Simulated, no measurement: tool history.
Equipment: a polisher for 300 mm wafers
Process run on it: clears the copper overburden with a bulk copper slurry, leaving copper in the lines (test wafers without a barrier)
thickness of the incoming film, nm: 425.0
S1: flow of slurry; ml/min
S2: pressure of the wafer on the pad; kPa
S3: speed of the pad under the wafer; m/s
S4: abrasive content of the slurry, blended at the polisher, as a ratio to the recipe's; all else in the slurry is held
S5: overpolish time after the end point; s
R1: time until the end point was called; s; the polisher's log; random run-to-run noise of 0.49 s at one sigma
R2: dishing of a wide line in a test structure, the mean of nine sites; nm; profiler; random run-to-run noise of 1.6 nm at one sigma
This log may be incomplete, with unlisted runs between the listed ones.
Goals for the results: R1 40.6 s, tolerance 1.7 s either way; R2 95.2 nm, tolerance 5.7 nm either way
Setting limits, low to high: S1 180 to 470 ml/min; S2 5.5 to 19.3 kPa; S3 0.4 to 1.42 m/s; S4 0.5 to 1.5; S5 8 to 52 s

run 1 day=0 | S1=300 S2=12.4 S3=0.9 S4=1 S5=26 | R1=79.339 R2=77.06
run 2 day=0.129 | S1=375 S2=12.4 S3=0.9 S4=1 S5=26 | R1=75.404 R2=78.272
run 3 day=0.45 | S1=405 S2=12.4 S3=0.9 S4=1 S5=26 | R1=76.837 R2=78.825
run 4 day=0.704 | S1=405 S2=13.1 S3=0.9 S4=1 S5=25 | R1=71.218 R2=80.397
run 5 day=1.067 | S1=405 S2=13.8 S3=0.9 S4=1 S5=24 | R1=70.526 R2=80.31
run 6 day=1.146 | S1=405 S2=13.8 S3=0.9 S4=1 S5=17 | R1=68.288 R2=64.912
run 7 day=1.483 | S1=405 S2=17.2 S3=0.98 S4=1 S5=17 | R1=52.056 R2=77.65
run 8 day=1.662 | S1=405 S2=17.2 S3=1 S4=1 S5=17 | R1=50.136 R2=81.545
-- day=1.854 worn pad replaced by a new one
run 9 day=1.854 | S1=405 S2=18.6 S3=1.04 S4=1 S5=17 | R1=42.045 R2=90.886

5 candidate next runs follow, results not yet known. Just one meets every target within its allowed miss. Identify it.
run A day=2.046 | S1=370 S2=18.6 S3=1.02 S4=1 S5=18 | R1=? R2=?
run B day=2.046 | S1=470 S2=15.2 S3=1.1 S4=1.25 S5=14 | R1=? R2=?
run C day=2.046 | S1=415 S2=17.9 S3=1.06 S4=0.85 S5=17 | R1=? R2=?
run D day=2.046 | S1=420 S2=18.6 S3=1.06 S4=1.2 S5=17 | R1=? R2=?
run E day=2.046 | S1=370 S2=17.9 S3=1.16 S4=0.7 S5=23 | R1=? R2=?

move=A R1=44.274 R2=91.778
move=B R1=45.82 R2=74.454
move=C R1=45.489 R2=86.74
move=D R1=40.42 R2=93.588
move=E R1=44.054 R2=104.12
A: misses by more than the last run did
B: misses by more than the last run did
C: misses by more than the last run did
D: all results land within tolerance of their targets
E: misses by more than the last run did
Go with D: it meets all targets.
